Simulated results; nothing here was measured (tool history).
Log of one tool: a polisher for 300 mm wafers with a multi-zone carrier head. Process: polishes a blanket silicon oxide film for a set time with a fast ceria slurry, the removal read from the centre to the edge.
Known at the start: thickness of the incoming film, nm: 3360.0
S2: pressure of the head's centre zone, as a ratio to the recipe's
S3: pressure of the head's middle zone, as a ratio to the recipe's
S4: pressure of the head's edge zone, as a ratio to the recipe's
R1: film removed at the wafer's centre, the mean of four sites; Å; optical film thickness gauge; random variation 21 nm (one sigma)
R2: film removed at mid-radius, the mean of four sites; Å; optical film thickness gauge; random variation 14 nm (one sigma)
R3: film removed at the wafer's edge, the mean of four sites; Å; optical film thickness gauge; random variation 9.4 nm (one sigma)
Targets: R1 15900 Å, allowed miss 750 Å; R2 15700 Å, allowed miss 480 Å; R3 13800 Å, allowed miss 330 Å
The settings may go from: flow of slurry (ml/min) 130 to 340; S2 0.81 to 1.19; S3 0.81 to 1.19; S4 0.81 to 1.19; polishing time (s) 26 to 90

Run 1, day 0.000: flow of slurry (ml/min) 220, S2 1.00, S3 1.00, S4 1.00, polishing time (s) 58. Result: R1 10962 Å, R2 10814 Å, R3 11173 Å.
Run 2, day 0.350: flow of slurry (ml/min) 220, S2 1.07, S3 1.00, S4 1.00, polishing time (s) 58. Result: R1 11455 Å, R2 10832 Å, R3 10975 Å.
Run 3, day 0.467: flow of slurry (ml/min) 220, S2 1.00, S3 1.00, S4 1.00, polishing time (s) 58. Result: R1 10797 Å, R2 10774 Å, R3 11070 Å.
Run 4, day 0.812: flow of slurry (ml/min) 240, S2 1.06, S3 1.05, S4 1.02, polishing time (s) 61. Result: R1 11878 Å, R2 11772 Å, R3 11839 Å.
Run 5, day 0.879: flow of slurry (ml/min) 245, S2 1.10, S3 1.08, S4 0.99, polishing time (s) 65. Result: R1 13035 Å, R2 13136 Å, R3 12628 Å.
Run 6, day 1.250: flow of slurry (ml/min) 245, S2 1.10, S3 1.08, S4 1.07, polishing time (s) 65. Result: R1 13242 Å, R2 13107 Å, R3 13058 Å.
Run 7, day 1.525: flow of slurry (ml/min) 250, S2 1.13, S3 1.09, S4 1.01, polishing time (s) 67. Result: R1 13702 Å, R2 13452 Å, R3 12908 Å.
Run 8, day 1.858: flow of slurry (ml/min) 255, S2 1.15, S3 1.10, S4 0.98, polishing time (s) 69. Result: R1 14670 Å, R2 14160 Å, R3 13266 Å.
Run 9, day 1.938: flow of slurry (ml/min) 265, S2 1.16, S3 1.12, S4 0.97, polishing time (s) 70. Result: R1 15199 Å, R2 14545 Å, R3 13372 Å.
Run 10, day 2.304: flow of slurry (ml/min) 270, S2 1.17, S3 1.14, S4 0.98, polishing time (s) 70. Result: R1 15585 Å, R2 14824 Å, R3 13310 Å.
Run 11, day 2.588: flow of slurry (ml/min) 275, S2 1.16, S3 1.15, S4 0.99, polishing time (s) 70. Result: R1 15085 Å, R2 14901 Å, R3 13539 Å.
Run 12, day 2.742: flow of slurry (ml/min) 275, S2 1.17, S3 1.16, S4 0.99, polishing time (s) 70. Result: R1 15466 Å, R2 14987 Å, R3 13543 Å.

4 next moves are on the table. One of them brings every result within its allowed miss. Which?
Run A, day 2.896: flow of slurry (ml/min) 340, S2 1.18, S3 1.01, S4 0.91, polishing time (s) 72. Result: R1 ?, R2 ?, R3 ?.
Run B, day 2.896: flow of slurry (ml/min) 250, S2 1.19, S3 1.18, S4 0.97, polishing time (s) 73. Result: R1 ?, R2 ?, R3 ?.
Run C, day 2.896: flow of slurry (ml/min) 280, S2 1.19, S3 1.08, S4 1.04, polishing time (s) 68. Result: R1 ?, R2 ?, R3 ?.
Run D, day 2.896: flow of slurry (ml/min) 270, S2 1.19, S3 1.13, S4 1.06, polishing time (s) 70. Result: R1 ?, R2 ?, R3 ?.

move     R1     R2     R3
   A  16173  14229  13443
   B  16048  16039  13684
   C  15116  13992  13261
   D  15508  14923  13723
A: further off than the last run
B: meets every target
C: further off than the last run
D: further off than the last run
Move B is the one to make.
